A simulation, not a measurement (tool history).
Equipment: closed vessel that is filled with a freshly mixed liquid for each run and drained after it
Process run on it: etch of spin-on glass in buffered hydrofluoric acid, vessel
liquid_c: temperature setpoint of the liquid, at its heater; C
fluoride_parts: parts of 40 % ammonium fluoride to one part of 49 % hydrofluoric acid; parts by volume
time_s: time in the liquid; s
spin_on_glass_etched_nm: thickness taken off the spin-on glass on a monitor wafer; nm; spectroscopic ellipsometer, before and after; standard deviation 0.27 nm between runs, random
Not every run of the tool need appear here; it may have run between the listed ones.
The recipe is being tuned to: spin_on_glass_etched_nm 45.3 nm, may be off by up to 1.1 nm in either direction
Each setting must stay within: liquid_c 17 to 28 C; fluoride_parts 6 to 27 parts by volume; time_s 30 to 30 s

run 1 hour=0 | liquid_c=20 fluoride_parts=16.5 time_s=30 | spin_on_glass_etched_nm=68.776
run 2 hour=8 | liquid_c=20 fluoride_parts=16.5 time_s=30 | spin_on_glass_etched_nm=69.002
run 3 hour=13.1 | liquid_c=19 fluoride_parts=18 time_s=30 | spin_on_glass_etched_nm=59.575
run 4 hour=20.4 | liquid_c=18.5 fluoride_parts=19 time_s=30 | spin_on_glass_etched_nm=55.005
run 5 hour=25.6 | liquid_c=22 fluoride_parts=19 time_s=30 | spin_on_glass_etched_nm=65.619
run 6 hour=33.8 | liquid_c=20.5 fluoride_parts=19.5 time_s=30 | spin_on_glass_etched_nm=59.767
-- hour=40.6 thermometer replaced
run 7 hour=40.6 | liquid_c=20.5 fluoride_parts=19.5 time_s=30 | spin_on_glass_etched_nm=55.143
run 8 hour=49.2 | liquid_c=19.5 fluoride_parts=19.5 time_s=30 | spin_on_glass_etched_nm=52.018
run 9 hour=57 | liquid_c=19 fluoride_parts=19.5 time_s=30 | spin_on_glass_etched_nm=50.628
run 10 hour=65.6 | liquid_c=18.5 fluoride_parts=19.5 time_s=30 | spin_on_glass_etched_nm=48.904
run 11 hour=74.9 | liquid_c=18 fluoride_parts=19.5 time_s=30 | spin_on_glass_etched_nm=47.923

4 next moves are on the table. One of them brings every result within its allowed miss. Which?
run A hour=84.2 | liquid_c=18 fluoride_parts=21 time_s=30 | spin_on_glass_etched_nm=?
run B hour=84.2 | liquid_c=18.5 fluoride_parts=20 time_s=30 | spin_on_glass_etched_nm=?
run C hour=84.2 | liquid_c=17 fluoride_parts=21 time_s=30 | spin_on_glass_etched_nm=?
run D hour=84.2 | liquid_c=19 fluoride_parts=20.5 time_s=30 | spin_on_glass_etched_nm=?

move=A spin_on_glass_etched_nm=45.06
move=B spin_on_glass_etched_nm=47.945
move=C spin_on_glass_etched_nm=42.559
move=D spin_on_glass_etched_nm=48.489
A: meets every target
B: roughly where the last run was
C: the result that was furthest off in the last run now lies on the other side of its target
D: the biggest miss grows against the last run
Answer: A

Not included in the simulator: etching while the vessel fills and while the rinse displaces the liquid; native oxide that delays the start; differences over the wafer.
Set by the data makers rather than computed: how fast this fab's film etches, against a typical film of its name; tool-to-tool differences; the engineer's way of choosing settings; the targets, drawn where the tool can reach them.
